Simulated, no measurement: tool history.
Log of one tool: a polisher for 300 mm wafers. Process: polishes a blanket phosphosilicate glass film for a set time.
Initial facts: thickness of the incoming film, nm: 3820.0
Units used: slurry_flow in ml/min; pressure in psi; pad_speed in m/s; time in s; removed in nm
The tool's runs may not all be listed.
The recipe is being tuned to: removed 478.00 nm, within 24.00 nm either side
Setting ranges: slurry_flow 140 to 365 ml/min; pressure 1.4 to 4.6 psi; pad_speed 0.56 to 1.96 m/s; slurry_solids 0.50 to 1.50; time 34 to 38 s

run,hour,slurry_flow,pressure,pad_speed,slurry_solids,time,removed
1,0.0,235,3.0,1.26,1.00,38,257.08
2,2.4,235,3.3,1.30,1.00,38,273.44
3,10.6,235,3.5,1.40,1.00,38,306.89
4,13.3,235,3.5,1.40,1.00,38,297.97
5,20.9,235,3.7,1.50,1.00,38,326.33
6,28.0,235,3.9,1.58,1.00,38,340.20
# hour 31.8: conditioning disc replaced and pad reconditioned
7,31.8,245,4.6,1.94,1.15,38,713.73
8,40.3,245,4.4,1.94,1.15,38,663.20
9,48.5,245,3.6,1.88,1.15,38,544.70
10,55.0,245,3.0,1.82,1.15,38,449.32

4 candidate next runs follow, results not yet known. Just one meets every target within its allowed miss. Identify it.
A,61.5,205,3.2,1.94,1.20,37,?
B,61.5,240,3.1,1.72,1.05,37,?
C,61.5,295,3.6,1.48,1.10,35,?
D,61.5,220,3.8,1.32,0.85,38,?

move,removed
A,490.84
B,419.98
C,439.13
D,389.97
A: hits every target within its allowed miss
B: the biggest miss grows against the last run
C: the biggest miss grows against the last run
D: the biggest miss grows against the last run
So the answer is move A, the one that meets all the targets.

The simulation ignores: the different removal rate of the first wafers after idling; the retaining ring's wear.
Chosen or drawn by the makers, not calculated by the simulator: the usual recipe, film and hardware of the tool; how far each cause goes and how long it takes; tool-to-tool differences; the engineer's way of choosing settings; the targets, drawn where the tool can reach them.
